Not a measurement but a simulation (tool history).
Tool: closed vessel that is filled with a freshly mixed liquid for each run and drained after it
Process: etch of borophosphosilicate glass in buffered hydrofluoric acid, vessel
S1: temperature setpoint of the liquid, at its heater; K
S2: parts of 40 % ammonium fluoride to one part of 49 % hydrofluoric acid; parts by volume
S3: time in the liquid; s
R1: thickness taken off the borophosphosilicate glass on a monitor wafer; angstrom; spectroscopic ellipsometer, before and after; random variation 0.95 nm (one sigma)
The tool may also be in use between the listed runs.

{"run": 1, "hour": 0.0, "S1": 293.15, "S2": 11.5, "S3": 90, "R1": 1048.8}
{"run": 2, "hour": 1.0, "S1": 294.15, "S2": 11.5, "S3": 90, "R1": 1115.5}
{"run": 3, "hour": 4.5, "S1": 292.15, "S2": 11.5, "S3": 90, "R1": 991.46}
{"run": 4, "hour": 6.6, "S1": 290.15, "S2": 11.5, "S3": 90, "R1": 880.64}
{"run": 5, "hour": 15.2, "S1": 291.65, "S2": 11.5, "S3": 90, "R1": 965.77}
{"run": 6, "hour": 15.8, "S1": 291.65, "S2": 9.5, "S3": 90, "R1": 1140.8}
{"run": 7, "hour": 17.9, "S1": 295.65, "S2": 9.5, "S3": 90, "R1": 1429.8}

Forecast run 8:
{"run": 8, "hour": 18.9, "S1": 296.15, "S2": 9.5, "S3": 90, "R1": "?"}

R1: 1459.4 angstrom
